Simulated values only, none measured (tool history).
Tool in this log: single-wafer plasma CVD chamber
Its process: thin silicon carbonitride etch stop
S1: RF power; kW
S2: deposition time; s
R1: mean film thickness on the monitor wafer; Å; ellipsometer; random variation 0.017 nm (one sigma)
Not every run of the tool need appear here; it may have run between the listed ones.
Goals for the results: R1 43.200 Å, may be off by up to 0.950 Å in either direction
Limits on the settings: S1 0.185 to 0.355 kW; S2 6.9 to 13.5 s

run,hour,S1,S2,R1
1,0.0,0.270,10.2,61.300
2,7.5,0.255,9.5,56.242
3,10.2,0.245,9.0,52.313
4,15.3,0.235,8.7,49.699
5,20.3,0.235,9.4,54.014
6,25.0,0.235,8.6,49.573
7,26.0,0.225,8.4,47.338
8,31.1,0.220,8.3,46.536
9,38.1,0.215,8.2,45.543
10,44.8,0.210,8.2,45.384
11,53.1,0.205,8.2,44.805
12,58.1,0.200,8.2,44.806

Exactly one of the 5 candidate moves below puts every result within its allowed miss. Which one?
A,63.1,0.245,8.0,?
B,63.1,0.190,8.8,?
C,63.1,0.205,7.5,?
D,63.1,0.190,8.7,?
E,63.1,0.195,8.0,?

move,R1
A,46.471
B,46.836
C,40.989
D,46.304
E,42.967
A: moves away from the targets compared with the last run
B: moves away from the targets compared with the last run
C: the result that was furthest off in the last run now lies on the other side of its target
D: moves away from the targets compared with the last run
E: in spec on every target
So the answer is move E, the one that meets all the targets.
